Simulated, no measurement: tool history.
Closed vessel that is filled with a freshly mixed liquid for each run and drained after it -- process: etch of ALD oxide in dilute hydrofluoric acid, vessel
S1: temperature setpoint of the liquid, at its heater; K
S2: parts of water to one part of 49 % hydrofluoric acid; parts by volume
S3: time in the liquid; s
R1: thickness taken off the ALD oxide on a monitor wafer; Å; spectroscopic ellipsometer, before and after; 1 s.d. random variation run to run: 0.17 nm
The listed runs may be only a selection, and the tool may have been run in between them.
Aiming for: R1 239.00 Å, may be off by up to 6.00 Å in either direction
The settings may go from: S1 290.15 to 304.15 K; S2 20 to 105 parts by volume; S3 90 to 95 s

run  hour      S1  S2  S3      R1
  1   0.0  296.15  55  90  413.14
  2   3.4  294.15  60  90  344.36
  3   5.9  291.65  60  90  308.43
  4   8.8  293.15  60  90  329.02
  5  16.4  293.15  60  95  346.67
  6  17.9  290.15  60  95  304.56
  7  19.5  290.15  60  95  306.82
  8  25.5  290.15  65  95  286.42
  9  34.6  290.15  70  95  259.37

4 next moves are on the table. One of them brings every result within its allowed miss. Which?
  A  43.7  291.15  80  90   ?
  B  43.7  290.15  75  90   ?
  C  43.7  291.15  75  90   ?
  D  43.7  290.65  70  90   ?

move      R1
   A  221.58
   B  227.74
   C  237.66
   D  250.64
A: pushes the last run's worst result past its target
B: pushes the last run's worst result past its target
C: every result lands within tolerance
D: closer than the last run, but not yet in spec
The right move is C.
